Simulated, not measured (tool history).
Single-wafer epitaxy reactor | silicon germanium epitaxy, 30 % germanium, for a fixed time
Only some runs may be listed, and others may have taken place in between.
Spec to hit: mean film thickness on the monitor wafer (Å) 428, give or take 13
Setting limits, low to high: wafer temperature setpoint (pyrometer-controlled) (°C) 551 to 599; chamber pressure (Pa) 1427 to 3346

run    day  wafer temperature setpoint (pyrometer-controlled) (°C)  chamber pressure (Pa)  mean film thickness on the monitor wafer (Å)
  1      0                                                     575                   2386                                        335.24
  2  0.158                                                     575                   2000                                        299.89
  3  0.462                                                     579                   2013                                        321.69
  4  0.758                                                     579                   1733                                        286.91
  5  0.958                                                     583                   1787                                        316.03
  6  1.329                                                     590                   1787                                         353.9
  7  1.358                                                     592                   1813                                        370.16
  8  1.596                                                     593                   1840                                        380.88

Of the 5 settings listed for the next run, only one would bring every result within its allowed miss of target. Which one?
  A  1.833                                                     598                   1800                                             ?
  B  1.833                                                     599                   1867                                             ?
  C  1.833                                                     595                   1840                                             ?
  D  1.833                                                     585                   1880                                             ?
  E  1.833                                                     597                   1760                                             ?

move  mean film thickness on the monitor wafer (Å)
   A                                        402.66
   B                                         419.9
   C                                        389.48
   D                                        335.18
   E                                        389.77
A: closer than the last run, but not yet in spec
B: every result within its allowed miss
C: closer than the last run, but not yet in spec
D: the biggest miss grows against the last run
E: closer than the last run, but not yet in spec
The move that meets every target is B.
